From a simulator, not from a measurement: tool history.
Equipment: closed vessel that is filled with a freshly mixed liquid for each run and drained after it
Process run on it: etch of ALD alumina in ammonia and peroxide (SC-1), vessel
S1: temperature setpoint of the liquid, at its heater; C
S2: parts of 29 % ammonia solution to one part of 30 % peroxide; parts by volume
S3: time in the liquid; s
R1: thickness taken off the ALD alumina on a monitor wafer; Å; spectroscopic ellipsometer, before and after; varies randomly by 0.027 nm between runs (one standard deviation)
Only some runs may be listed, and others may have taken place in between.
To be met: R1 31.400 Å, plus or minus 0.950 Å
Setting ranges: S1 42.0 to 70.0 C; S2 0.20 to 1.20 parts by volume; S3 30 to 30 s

run  hour    S1    S2  S3      R1
  1   0.0  58.0  0.70  30  25.481
  2   2.4  58.5  0.70  30  26.063
  3   7.0  53.0  0.70  30  19.827
  4  15.7  53.0  0.60  30  19.324
  5  17.7  54.0  0.60  30  20.300
  6  21.6  54.0  0.60  30  20.330
  7  30.3  55.0  0.60  30  21.417
  8  38.8  56.0  0.60  30  22.671
  9  46.1  56.5  0.60  30  23.065
 10  47.3  63.5  0.60  30  32.608

Pick the move, out of 4, that brings all results within their allowed miss; only one does.
  A  48.5  64.5  0.75  30   ?
  B  48.5  64.0  0.60  30   ?
  C  48.5  62.5  0.65  30   ?
  D  48.5  63.0  0.85  30   ?

move      R1
   A  35.483
   B  33.902
   C  31.719
   D  33.348
A: its largest miss is bigger than the last run's
B: its largest miss is bigger than the last run's
C: in spec on every target
D: its largest miss is bigger than the last run's
Move C is the one to make.
